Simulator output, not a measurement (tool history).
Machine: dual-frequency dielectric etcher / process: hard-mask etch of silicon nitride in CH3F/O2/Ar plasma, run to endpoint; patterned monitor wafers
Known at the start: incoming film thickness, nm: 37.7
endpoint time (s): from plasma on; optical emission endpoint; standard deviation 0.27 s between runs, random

run,hour,source power (W),bias power (W),endpoint time (s)
1,0.0,540,81,44.755
2,3.4,620,81,41.181
3,10.2,580,79,42.653
4,12.1,580,69,45.049
5,18.0,560,68,46.252
6,23.3,560,78,43.684

Run 7 is up next; what results do you expect?
7,29.2,530,77,?

Run 7 gave endpoint time (s) 45.536.

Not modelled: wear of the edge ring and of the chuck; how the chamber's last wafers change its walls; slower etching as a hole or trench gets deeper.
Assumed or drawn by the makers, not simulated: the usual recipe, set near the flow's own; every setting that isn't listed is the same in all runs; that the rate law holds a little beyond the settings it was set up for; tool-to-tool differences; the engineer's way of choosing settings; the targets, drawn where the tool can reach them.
